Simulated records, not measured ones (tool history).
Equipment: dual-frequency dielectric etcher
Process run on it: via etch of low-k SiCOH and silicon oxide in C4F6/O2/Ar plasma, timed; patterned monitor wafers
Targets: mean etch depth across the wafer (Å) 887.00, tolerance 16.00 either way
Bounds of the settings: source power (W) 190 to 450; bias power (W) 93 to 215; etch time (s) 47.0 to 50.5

run	hour	source power (W)	bias power (W)	etch time (s)	mean etch depth across the wafer (Å)
1	0.0	320	154	50.5	1157.20
2	8.6	280	154	50.5	1080.30
3	15.6	310	154	50.5	1133.20
4	19.8	290	148	50.5	1088.80
5	20.7	290	148	50.5	1086.40
6	29.4	290	148	47.0	1004.30
7	33.2	280	147	47.0	992.80
8	34.5	270	146	47.0	972.35
9	42.5	260	146	47.0	954.23
10	48.9	250	146	47.0	938.83

Below are 4 possible settings for the next run. Only one of them brings all results inside the allowed miss of their targets. Which is it?
A	55.3	250	165	49.5	?
B	55.3	220	142	47.5	?
C	55.3	230	146	47.5	?
D	55.3	250	139	50.5	?

move	mean etch depth across the wafer (Å)
A	1024.90
B	881.17
C	907.96
D	986.08
A: further off than the last run
B: every result lands within tolerance
C: moves toward the targets from the last run without getting all of them in spec
D: further off than the last run
Go with B: it meets all targets.

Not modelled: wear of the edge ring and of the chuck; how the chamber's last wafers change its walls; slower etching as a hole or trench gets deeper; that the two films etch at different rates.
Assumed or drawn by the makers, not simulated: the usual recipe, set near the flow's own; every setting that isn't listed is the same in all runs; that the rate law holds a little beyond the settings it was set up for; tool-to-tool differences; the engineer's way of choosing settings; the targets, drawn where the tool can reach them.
